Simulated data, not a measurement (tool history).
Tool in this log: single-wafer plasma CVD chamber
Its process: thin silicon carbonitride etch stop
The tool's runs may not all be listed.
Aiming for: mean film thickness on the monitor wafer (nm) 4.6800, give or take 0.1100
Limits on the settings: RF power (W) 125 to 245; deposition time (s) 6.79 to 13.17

run  hour  RF power (W)  deposition time (s)  mean film thickness on the monitor wafer (nm)
  1   0.0           185                 9.98                                         5.6180
  2   3.7           185                10.98                                         6.1971
  3   8.2           165                10.98                                         6.0483
  4   8.8           165                11.47                                         6.3113
  5  15.7           165                10.57                                         5.8036
  6  17.7           140                10.57                                         5.5872
  7  18.4           140                10.31                                         5.4779
  8  24.3           140                10.07                                         5.3288
  9  32.3           140                 9.88                                         5.2328
 10  40.6           140                 9.72                                         5.1508
     47.7  -- RF generator calibrated
 11  47.7           140                 9.59                                         5.1399
 12  48.5           140                 9.45                                         5.0584

Which of these 5 next moves meets every target?
  A  49.3           140                 8.76                                              ?
  B  49.3           160                 9.45                                              ?
  C  49.3           125                 8.42                                              ?
  D  49.3           140                 8.16                                              ?
  E  49.3           135                 9.39                                              ?

move  mean film thickness on the monitor wafer (nm)
   A                                         4.6815
   B                                         5.2104
   C                                         4.3853
   D                                         4.3608
   E                                         4.9764
A: meets every target
B: moves away from the targets compared with the last run
C: moves the result that the last run missed by most past its target, out the other side
D: moves the result that the last run missed by most past its target, out the other side
E: better than the last run, though not everything is in spec
The move that meets every target is A.
